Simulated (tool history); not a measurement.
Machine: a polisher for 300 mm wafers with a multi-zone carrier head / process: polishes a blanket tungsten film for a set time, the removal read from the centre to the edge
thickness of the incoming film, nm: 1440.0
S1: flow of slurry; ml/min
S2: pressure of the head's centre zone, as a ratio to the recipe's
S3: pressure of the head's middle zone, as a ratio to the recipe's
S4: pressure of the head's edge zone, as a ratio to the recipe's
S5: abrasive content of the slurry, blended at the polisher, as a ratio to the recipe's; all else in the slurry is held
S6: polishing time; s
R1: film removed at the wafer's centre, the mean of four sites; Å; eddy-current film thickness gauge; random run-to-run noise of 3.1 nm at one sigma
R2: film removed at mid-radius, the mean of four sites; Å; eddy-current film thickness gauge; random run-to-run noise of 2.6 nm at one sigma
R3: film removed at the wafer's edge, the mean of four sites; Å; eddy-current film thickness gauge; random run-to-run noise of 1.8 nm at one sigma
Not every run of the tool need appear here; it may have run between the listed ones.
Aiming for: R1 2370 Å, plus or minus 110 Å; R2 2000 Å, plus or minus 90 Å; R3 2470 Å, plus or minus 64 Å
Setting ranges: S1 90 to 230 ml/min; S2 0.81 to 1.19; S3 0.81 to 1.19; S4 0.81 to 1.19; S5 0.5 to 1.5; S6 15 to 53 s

run,hour,S1,S2,S3,S4,S5,S6,R1,R2,R3
1,0,150,1,1,1,1,34,2607.9,2564,2690.1
2,5.2,150,1,0.95,1,1,34,2493.1,2501.2,2679
3,13.8,150,1,1.03,1,1,34,2592.5,2659.2,2674.8
4,18.6,150,1,1.03,1,1,28,2116.4,2204.8,2199.8
5,22,150,1,1.03,0.93,1,28,2136.3,2191.2,2163.5
6,25.3,155,1.01,1,0.95,1,28,2166.6,2141.2,2184.4
7,31.6,160,1.02,0.97,0.97,1,28,2204.5,2096.6,2235
8,36.5,165,1.02,0.95,0.98,1,28,2176.1,2111.7,2245.9
9,38.5,165,1.03,0.93,1,1,28,2154.4,2019.3,2236.7
10,41.3,170,1.04,0.92,1.01,1,28,2293.2,2037.1,2257.2
11,46.3,170,1.04,0.91,1.02,1,28,2237.4,2027.1,2278.7
12,49.9,175,1.04,0.9,1.03,1,28,2237,2020.7,2290.5
13,52.8,180,1.04,0.89,1.04,1,28,2250.1,1985.8,2321.6

Next run, 5 choices. One meets every target within its allowed miss, the rest don't. Which?
A,55.7,190,1.05,0.97,0.99,0.85,30,?,?,?
B,55.7,210,1.17,0.96,1.02,1.05,25,?,?,?
C,55.7,185,1.15,1.03,0.98,1,28,?,?,?
D,55.7,220,1.03,0.82,1.07,1.05,28,?,?,?
E,55.7,165,1,0.85,0.91,0.9,30,?,?,?

move,R1,R2,R3
A,2326.1,2152.4,2308.5
B,2373.5,1948.1,2125.1
C,2514.1,2232.1,2268.9
D,2352.8,1928.8,2441.4
E,2199.3,1923.3,2249
A: its largest miss is bigger than the last run's
B: its largest miss is bigger than the last run's
C: its largest miss is bigger than the last run's
D: in spec on every target
E: its largest miss is bigger than the last run's
The move that meets every target is D.

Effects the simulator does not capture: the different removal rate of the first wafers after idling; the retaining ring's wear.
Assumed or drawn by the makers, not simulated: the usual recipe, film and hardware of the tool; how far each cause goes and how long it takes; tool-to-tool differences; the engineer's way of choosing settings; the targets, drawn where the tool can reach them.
